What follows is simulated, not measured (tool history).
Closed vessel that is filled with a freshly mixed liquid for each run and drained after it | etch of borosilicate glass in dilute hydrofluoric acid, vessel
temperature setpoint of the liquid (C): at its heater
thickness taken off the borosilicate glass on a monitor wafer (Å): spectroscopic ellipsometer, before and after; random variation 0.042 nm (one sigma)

run,hour,temperature setpoint of the liquid (C),parts of water to one part of 49 % hydrofluoric acid (parts by volume),time in the liquid (s),thickness taken off the borosilicate glass on a monitor wafer (Å)
1,0.0,22.0,180,30,34.804
2,5.5,24.5,160,30,44.506
3,14.2,26.5,150,30,51.517
4,15.3,27.5,140,30,58.321
5,19.3,29.5,140,30,62.675
6,23.1,27.0,140,30,56.754

Run 7 comes next. What will it give?
7,29.2,28.0,135,30,?

thickness taken off the borosilicate glass on a monitor wafer (Å): 62.114

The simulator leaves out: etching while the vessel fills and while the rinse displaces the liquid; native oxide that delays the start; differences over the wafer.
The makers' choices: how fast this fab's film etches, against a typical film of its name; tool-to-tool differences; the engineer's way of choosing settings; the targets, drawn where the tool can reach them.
